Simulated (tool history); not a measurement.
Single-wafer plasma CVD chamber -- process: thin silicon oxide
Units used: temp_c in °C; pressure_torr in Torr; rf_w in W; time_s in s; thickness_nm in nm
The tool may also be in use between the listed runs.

run	day	temp_c	pressure_torr	rf_w	time_s	thickness_nm
1	0.000	395	0.748	295	13.8	25.933
2	0.154	395	0.748	295	14.2	26.827
3	0.288	395	0.655	290	14.2	23.043
4	0.462	395	0.655	290	14.2	23.166
5	0.788	395	0.603	290	14.2	21.110
6	1.062	405	0.603	290	14.2	21.273
7	1.121	405	0.572	290	14.2	19.954

Run 8 is up next; what results do you expect?
8	1.483	405	0.555	290	14.2	?

Run 8 measured thickness_nm 19.320 nm.
